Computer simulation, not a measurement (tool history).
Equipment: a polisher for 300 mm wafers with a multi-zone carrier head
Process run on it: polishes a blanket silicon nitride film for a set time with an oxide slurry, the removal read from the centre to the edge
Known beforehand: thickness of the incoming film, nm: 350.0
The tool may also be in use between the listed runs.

| run | hour | flow of slurry (ml/min) | pressure of the head's centre zone | pressure of the head's middle zone | pressure of the head's edge zone | abrasive content of the slurry | polishing time (s) | film removed at the wafer's centre (angstrom) | film removed at mid-radius (angstrom) | film removed at the wafer's edge (angstrom) |
|---|---|---|---|---|---|---|---|---|---|---|
| 1 | 0.0 | 310 | 1.00 | 1.00 | 1.00 | 1.00 | 71 | 482.72 | 473.02 | 478.12 |
| 2 | 6.8 | 310 | 1.00 | 1.00 | 1.00 | 0.85 | 71 | 444.55 | 439.83 | 449.81 |
| 3 | 10.1 | 310 | 1.00 | 1.00 | 1.00 | 0.70 | 71 | 408.04 | 399.98 | 414.68 |
| 4 | 16.1 | 310 | 1.00 | 1.00 | 1.00 | 0.60 | 71 | 374.84 | 368.80 | 368.92 |
| 5 | 19.7 | 310 | 1.00 | 1.00 | 1.00 | 0.60 | 82 | 429.41 | 424.62 | 424.66 |
| 6 | 24.7 | 310 | 1.05 | 1.00 | 1.00 | 0.60 | 82 | 457.75 | 429.87 | 430.81 |
| 7 | 32.0 | 310 | 1.05 | 1.00 | 1.00 | 0.60 | 82 | 448.28 | 425.37 | 431.27 |

Run 8 has not been measured yet. What should we expect?
| 8 | 34.9 | 310 | 1.03 | 1.01 | 0.98 | 0.60 | 80 | ? | ? | ? |

Run 8 yielded film removed at the wafer's centre (angstrom) 427.92, film removed at mid-radius (angstrom) 423.88, film removed at the wafer's edge (angstrom) 416.48.
